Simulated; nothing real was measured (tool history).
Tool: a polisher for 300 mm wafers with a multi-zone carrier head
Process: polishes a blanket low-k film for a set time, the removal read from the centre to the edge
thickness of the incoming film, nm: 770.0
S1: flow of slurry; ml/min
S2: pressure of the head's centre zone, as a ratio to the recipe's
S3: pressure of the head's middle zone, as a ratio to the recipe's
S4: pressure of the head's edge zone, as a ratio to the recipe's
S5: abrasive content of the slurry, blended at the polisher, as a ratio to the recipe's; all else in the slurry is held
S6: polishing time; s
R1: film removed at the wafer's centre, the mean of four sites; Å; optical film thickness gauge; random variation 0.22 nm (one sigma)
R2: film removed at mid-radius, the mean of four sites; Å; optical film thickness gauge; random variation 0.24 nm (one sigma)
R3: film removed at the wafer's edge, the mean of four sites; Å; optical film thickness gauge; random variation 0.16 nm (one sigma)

run  hour   S1    S2    S3    S4    S5  S6      R1      R2      R3
  1   0.0  270  1.00  1.00  1.00  1.00  40  184.50  179.83  182.95
  2   5.9  270  1.04  1.00  1.00  1.00  40  188.76  181.72  183.21
  3   9.8  270  1.04  1.00  1.08  1.00  40  190.94  181.81  188.20
  4  11.1  270  0.99  1.00  1.08  1.00  40  182.92  180.78  189.16
  5  20.0  270  0.99  1.00  1.14  1.00  40  181.15  179.18  192.65
     25.7  -- worn pad replaced by a new one
  6  25.7  270  0.99  1.00  1.14  1.00  33  170.72  169.48  177.50
  7  27.8  275  0.99  1.02  1.15  1.10  34  180.31  182.96  192.16
  8  33.3  285  1.00  1.05  1.16  1.15  34  186.31  194.16  195.25

The next listed run, before its measurement:
  9  40.3  290  1.00  1.06  1.17  1.20  34   ?   ?   ?

R1: 191.26 Å
R2: 196.74 Å
R3: 200.58 Å
